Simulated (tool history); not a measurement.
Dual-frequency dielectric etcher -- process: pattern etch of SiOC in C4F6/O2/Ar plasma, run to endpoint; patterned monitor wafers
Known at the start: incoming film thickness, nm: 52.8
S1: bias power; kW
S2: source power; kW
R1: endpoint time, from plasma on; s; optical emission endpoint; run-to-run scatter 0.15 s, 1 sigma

| run | hour | S1 | S2 | R1 |
|---|---|---|---|---|
| 1 | 0 | 0.511 | 0.44 | 16.885 |
| 2 | 6.3 | 0.511 | 0.48 | 16.426 |
| 3 | 13.6 | 0.511 | 0.51 | 15.939 |
| 4 | 16.4 | 0.511 | 0.47 | 16.559 |
| 5 | 23.9 | 0.476 | 0.47 | 16.975 |
| 6 | 32.3 | 0.388 | 0.47 | 18.881 |
| 7 | 33.4 | 0.369 | 0.46 | 19.704 |

Forecast run 8:
| 8 | 37.4 | 0.306 | 0.42 | ? |

{"run 8": {"R1": 22.593}}
